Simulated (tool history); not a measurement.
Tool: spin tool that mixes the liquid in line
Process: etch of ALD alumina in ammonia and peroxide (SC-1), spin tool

| run | hour | temperature setpoint of the liquid (°C) | parts of 29 % ammonia solution to one part of 30 % peroxide (parts by volume) | time under the liquid (s) | thickness taken off the ALD alumina on a monitor wafer (angstrom) |
|---|---|---|---|---|---|
| 1 | 0 | 53 | 0.5 | 85 | 92.585 |
| 2 | 3.7 | 53 | 0.5 | 85 | 92.778 |
| 3 | 5.8 | 51.5 | 0.5 | 85 | 85.632 |
| 4 | 10.1 | 50.5 | 0.5 | 85 | 80.49 |
| 5 | 17.3 | 49.5 | 0.5 | 85 | 75.652 |
| 6 | 25.7 | 48.5 | 0.5 | 85 | 71.931 |
| 7 | 30.6 | 48 | 0.5 | 85 | 70.589 |

The next listed run, before its measurement:
| 8 | 31.7 | 47.5 | 0.5 | 85 | ? |

thickness taken off the ALD alumina on a monitor wafer (angstrom): 68.761

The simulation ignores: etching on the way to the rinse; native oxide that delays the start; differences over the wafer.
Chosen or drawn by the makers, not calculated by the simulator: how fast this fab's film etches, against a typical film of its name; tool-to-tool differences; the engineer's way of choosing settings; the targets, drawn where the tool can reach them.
